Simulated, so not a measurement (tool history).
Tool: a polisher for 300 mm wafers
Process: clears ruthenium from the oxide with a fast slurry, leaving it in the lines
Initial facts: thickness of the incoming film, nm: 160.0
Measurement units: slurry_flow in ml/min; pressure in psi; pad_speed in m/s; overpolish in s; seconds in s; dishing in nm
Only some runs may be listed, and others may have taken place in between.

Run 1, hour 0: slurry_flow 195 ml/min, pressure 2.9 psi, pad_speed 0.9 m/s, slurry_solids 1, overpolish 24 s. Result: seconds 49.762 s, dishing 58.046 nm.
Run 2, hour 0.8: slurry_flow 230 ml/min, pressure 2.9 psi, pad_speed 0.9 m/s, slurry_solids 1, overpolish 24 s. Result: seconds 47.974 s, dishing 60.3 nm.
Run 3, hour 2.8: slurry_flow 235 ml/min, pressure 3.2 psi, pad_speed 0.9 m/s, slurry_solids 1, overpolish 23 s. Result: seconds 42.696 s, dishing 63.426 nm.
Run 4, hour 7.8: slurry_flow 195 ml/min, pressure 3.2 psi, pad_speed 0.9 m/s, slurry_solids 1, overpolish 23 s. Result: seconds 44.897 s, dishing 61.424 nm.
Run 5, hour 8.8: slurry_flow 205 ml/min, pressure 3.4 psi, pad_speed 0.9 m/s, slurry_solids 1, overpolish 23 s. Result: seconds 41.757 s, dishing 67.868 nm.
Run 6, hour 15.8: slurry_flow 215 ml/min, pressure 3.6 psi, pad_speed 0.9 m/s, slurry_solids 1, overpolish 22 s. Result: seconds 38.508 s, dishing 65.499 nm.

Estimate the outcome of run 7 from the log above:
Run 7, hour 20.1: slurry_flow 220 ml/min, pressure 3.8 psi, pad_speed 0.9 m/s, slurry_solids 1, overpolish 22 s. Result: seconds ?, dishing ?.

Run 7 yielded seconds 36.242 s, dishing 66.935 nm.
